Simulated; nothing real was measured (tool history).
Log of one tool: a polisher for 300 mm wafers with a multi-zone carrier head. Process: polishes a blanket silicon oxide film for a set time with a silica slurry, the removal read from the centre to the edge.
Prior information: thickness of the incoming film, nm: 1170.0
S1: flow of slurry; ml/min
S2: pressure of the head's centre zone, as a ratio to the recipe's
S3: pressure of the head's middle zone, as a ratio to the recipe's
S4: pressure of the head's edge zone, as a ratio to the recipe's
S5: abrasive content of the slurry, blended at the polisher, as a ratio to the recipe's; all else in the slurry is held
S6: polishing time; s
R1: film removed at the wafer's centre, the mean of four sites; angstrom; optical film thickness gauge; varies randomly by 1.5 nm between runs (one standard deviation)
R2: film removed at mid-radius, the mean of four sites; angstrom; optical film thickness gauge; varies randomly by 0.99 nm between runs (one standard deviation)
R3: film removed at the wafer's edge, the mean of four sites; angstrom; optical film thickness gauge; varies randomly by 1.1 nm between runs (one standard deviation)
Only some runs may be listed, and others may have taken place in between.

run 1 hour=0 | S1=255 S2=1 S3=1 S4=1 S5=1 S6=35 | R1=1318.2 R2=1329.5 R3=1364.4
run 2 hour=2.8 | S1=300 S2=1 S3=1 S4=1 S5=1 S6=35 | R1=1311.8 R2=1338.5 R3=1375
run 3 hour=10.3 | S1=300 S2=1 S3=1 S4=0.94 S5=1 S6=35 | R1=1336.8 R2=1358.2 R3=1333.4
run 4 hour=14 | S1=300 S2=1.02 S3=0.99 S4=0.98 S5=1.05 S6=35 | R1=1408.6 R2=1380.2 R3=1402.3
run 5 hour=20.2 | S1=305 S2=1.03 S3=0.98 S4=1.01 S5=1.05 S6=35 | R1=1410 R2=1373.4 R3=1439.6
run 6 hour=29 | S1=245 S2=1.03 S3=0.98 S4=1.01 S5=1.05 S6=35 | R1=1366.6 R2=1327.6 R3=1388.4
run 7 hour=32 | S1=260 S2=1.04 S3=0.97 S4=1.03 S5=1.05 S6=35 | R1=1379.1 R2=1352.7 R3=1416.4
run 8 hour=39.4 | S1=275 S2=1.05 S3=0.95 S4=1.05 S5=1.05 S6=35 | R1=1396.7 R2=1309.4 R3=1471.5
run 9 hour=47.7 | S1=285 S2=1.06 S3=0.95 S4=1.06 S5=1.05 S6=35 | R1=1429.3 R2=1345.4 R3=1482.6

For run 10, what comes out?
run 10 hour=49.3 | S1=295 S2=1.06 S3=0.95 S4=1.07 S5=1.05 S6=35 | R1=? R2=? R3=?

R1: 1403 angstrom
R2: 1351.6 angstrom
R3: 1482.5 angstrom
